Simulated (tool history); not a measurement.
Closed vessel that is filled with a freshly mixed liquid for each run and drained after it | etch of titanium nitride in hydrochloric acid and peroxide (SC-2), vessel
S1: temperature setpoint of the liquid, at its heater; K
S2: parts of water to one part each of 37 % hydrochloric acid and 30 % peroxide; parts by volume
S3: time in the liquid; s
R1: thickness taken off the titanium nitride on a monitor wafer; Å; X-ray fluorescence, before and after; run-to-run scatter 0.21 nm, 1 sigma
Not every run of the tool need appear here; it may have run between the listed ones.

Run 1, hour 0.0: S1 322.15 K, S2 7.5 parts by volume, S3 680 s. Result: R1 153.740 Å.
Run 2, hour 5.6: S1 322.15 K, S2 5.5 parts by volume, S3 680 s. Result: R1 199.160 Å.
Run 3, hour 6.7: S1 322.15 K, S2 7.0 parts by volume, S3 680 s. Result: R1 164.690 Å.
Run 4, hour 13.0: S1 322.15 K, S2 7.0 parts by volume, S3 680 s. Result: R1 166.550 Å.
Run 5, hour 21.8: S1 315.65 K, S2 7.0 parts by volume, S3 680 s. Result: R1 103.430 Å.
Run 6, hour 22.8: S1 310.65 K, S2 7.0 parts by volume, S3 680 s. Result: R1 73.324 Å.
Run 7, hour 27.4: S1 315.15 K, S2 7.0 parts by volume, S3 680 s. Result: R1 101.570 Å.
Run 8, hour 35.4: S1 318.65 K, S2 7.0 parts by volume, S3 680 s. Result: R1 130.340 Å.

What does the tool deliver on the next run?
Run 9, hour 44.1: S1 321.15 K, S2 7.0 parts by volume, S3 680 s. Result: R1 ?.

{"run 9": {"R1": 153.66}}

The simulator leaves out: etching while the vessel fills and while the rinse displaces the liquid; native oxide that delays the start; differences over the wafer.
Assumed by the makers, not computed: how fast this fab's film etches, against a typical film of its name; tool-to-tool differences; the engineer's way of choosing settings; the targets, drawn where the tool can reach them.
